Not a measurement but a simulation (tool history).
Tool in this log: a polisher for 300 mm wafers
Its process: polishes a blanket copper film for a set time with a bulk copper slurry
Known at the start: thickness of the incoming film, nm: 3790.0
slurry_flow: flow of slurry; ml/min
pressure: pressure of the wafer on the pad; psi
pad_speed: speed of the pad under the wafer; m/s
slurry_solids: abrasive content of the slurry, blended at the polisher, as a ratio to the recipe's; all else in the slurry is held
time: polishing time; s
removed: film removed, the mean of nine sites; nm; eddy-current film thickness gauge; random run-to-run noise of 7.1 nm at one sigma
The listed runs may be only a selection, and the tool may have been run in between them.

Run 1, hour 0.0: slurry_flow 180 ml/min, pressure 1.9 psi, pad_speed 1.00 m/s, slurry_solids 1.00, time 48 s. Result: removed 359.38 nm.
Run 2, hour 8.2: slurry_flow 180 ml/min, pressure 1.9 psi, pad_speed 1.00 m/s, slurry_solids 1.15, time 48 s. Result: removed 362.78 nm.
Run 3, hour 16.6: slurry_flow 180 ml/min, pressure 2.3 psi, pad_speed 1.00 m/s, slurry_solids 1.15, time 48 s. Result: removed 441.28 nm.
Run 4, hour 23.1: slurry_flow 180 ml/min, pressure 1.8 psi, pad_speed 1.00 m/s, slurry_solids 1.15, time 48 s. Result: removed 350.09 nm.
Run 5, hour 29.6: slurry_flow 180 ml/min, pressure 1.8 psi, pad_speed 1.00 m/s, slurry_solids 1.30, time 48 s. Result: removed 357.04 nm.
Run 6, hour 37.2: slurry_flow 220 ml/min, pressure 1.8 psi, pad_speed 1.00 m/s, slurry_solids 1.30, time 48 s. Result: removed 364.56 nm.
Run 7, hour 40.6: slurry_flow 220 ml/min, pressure 1.9 psi, pad_speed 1.00 m/s, slurry_solids 1.30, time 48 s. Result: removed 374.80 nm.

Run 8 has not been measured yet. What should we expect?
Run 8, hour 47.3: slurry_flow 220 ml/min, pressure 2.0 psi, pad_speed 1.00 m/s, slurry_solids 1.30, time 48 s. Result: removed ?.

Run 8 came out at removed 405.16 nm.
